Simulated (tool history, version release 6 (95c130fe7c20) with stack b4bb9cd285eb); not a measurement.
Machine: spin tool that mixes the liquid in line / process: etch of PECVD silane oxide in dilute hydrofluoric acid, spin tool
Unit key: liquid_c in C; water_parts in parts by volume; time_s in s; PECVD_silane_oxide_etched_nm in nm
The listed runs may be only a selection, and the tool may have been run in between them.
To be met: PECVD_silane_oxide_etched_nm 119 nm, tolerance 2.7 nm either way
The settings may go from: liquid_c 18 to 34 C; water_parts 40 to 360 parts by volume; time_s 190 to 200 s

run,hour,liquid_c,water_parts,time_s,PECVD_silane_oxide_etched_nm
1,0,26,200,190,33.814
2,5.8,27.5,170,190,42.937
3,7.5,28.5,145,190,54.155
4,9.9,27,145,190,51.218
5,12.8,28,130,190,60.108
6,17.1,29,120,190,68.077
7,25.1,30,110,190,78.409
8,30.9,30.5,105,190,85.427
9,37.9,31,100,190,91.042
10,40.3,31.5,100,190,92.586
11,45.9,32,95,190,99.76
12,48.9,34,80,190,131.86
13,53.6,33,80,190,125.15
14,61.2,32.5,80,190,123.81
15,65.4,32,80,190,120.92

Below are 4 possible settings for the next run. Only one of them brings all results inside the allowed miss of their targets. Which is it?
A,69.6,33.5,85,195,?
B,69.6,32,80,195,?
C,69.6,31.5,80,190,?
D,69.6,33,90,195,?

move,PECVD_silane_oxide_etched_nm
A,123.32
B,124.89
C,119.42
D,113.46
A: its largest miss is bigger than the last run's
B: its largest miss is bigger than the last run's
C: hits every target within its allowed miss
D: takes the result that was furthest off past its target
So the answer is move C, the one that meets all the targets.
